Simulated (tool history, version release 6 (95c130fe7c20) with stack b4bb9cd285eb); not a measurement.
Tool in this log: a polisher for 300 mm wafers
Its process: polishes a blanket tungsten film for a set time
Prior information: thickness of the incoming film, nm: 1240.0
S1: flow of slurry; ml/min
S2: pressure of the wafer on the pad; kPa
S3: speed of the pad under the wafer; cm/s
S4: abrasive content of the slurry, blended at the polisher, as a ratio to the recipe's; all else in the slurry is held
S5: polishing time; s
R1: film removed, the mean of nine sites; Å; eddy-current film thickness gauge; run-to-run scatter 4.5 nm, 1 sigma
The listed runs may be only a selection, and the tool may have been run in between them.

run 1 day=0 | S1=180 S2=31.7 S3=142 S4=1 S5=57 | R1=5600
run 2 day=0.317 | S1=180 S2=38.6 S3=142 S4=1 S5=57 | R1=6889.4
run 3 day=0.658 | S1=180 S2=31 S3=142 S4=1 S5=57 | R1=5462.8
run 4 day=1 | S1=180 S2=27.6 S3=140 S4=1 S5=57 | R1=4856.7
run 5 day=1.142 | S1=180 S2=33.1 S3=140 S4=1 S5=57 | R1=5858.5
run 6 day=1.279 | S1=180 S2=33.1 S3=106 S4=1 S5=57 | R1=4399.1
run 7 day=1.404 | S1=180 S2=31.7 S3=106 S4=1 S5=57 | R1=4321.9

The next listed run, before its measurement:
run 8 day=1.525 | S1=180 S2=30.3 S3=106 S4=1 S5=57 | R1=?

Logged for run 8: R1 4146.9 Å.
